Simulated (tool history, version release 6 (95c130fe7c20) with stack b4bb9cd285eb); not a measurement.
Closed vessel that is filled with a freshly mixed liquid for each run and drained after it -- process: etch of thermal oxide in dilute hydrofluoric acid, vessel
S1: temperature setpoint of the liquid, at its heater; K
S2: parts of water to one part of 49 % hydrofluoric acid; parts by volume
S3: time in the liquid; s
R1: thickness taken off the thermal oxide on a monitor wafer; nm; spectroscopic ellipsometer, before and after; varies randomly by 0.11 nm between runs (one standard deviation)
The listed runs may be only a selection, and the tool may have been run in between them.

| run | hour | S1 | S2 | S3 | R1 |
|---|---|---|---|---|---|
| 1 | 0 | 298.15 | 180 | 885 | 19.059 |
| 2 | 7 | 296.65 | 185 | 885 | 17.114 |
| 3 | 13.4 | 296.65 | 135 | 885 | 25.378 |
| 4 | 18.4 | 296.65 | 80 | 885 | 44.297 |
| 5 | 26.3 | 296.65 | 55 | 885 | 66.879 |
| 6 | 28.1 | 295.15 | 80 | 885 | 42.278 |
| 7 | 31.1 | 294.15 | 100 | 885 | 31.562 |
| 8 | 40.2 | 290.15 | 170 | 885 | 14.695 |
| 9 | 42.4 | 290.15 | 175 | 885 | 14.351 |
| 10 | 50.8 | 290.15 | 180 | 885 | 13.904 |
| 11 | 54.1 | 290.15 | 185 | 885 | 13.541 |

Run 12 has not been measured yet. What should we expect?
| 12 | 61.1 | 290.15 | 190 | 885 | ? |

Run 12 measured R1 12.843 nm.
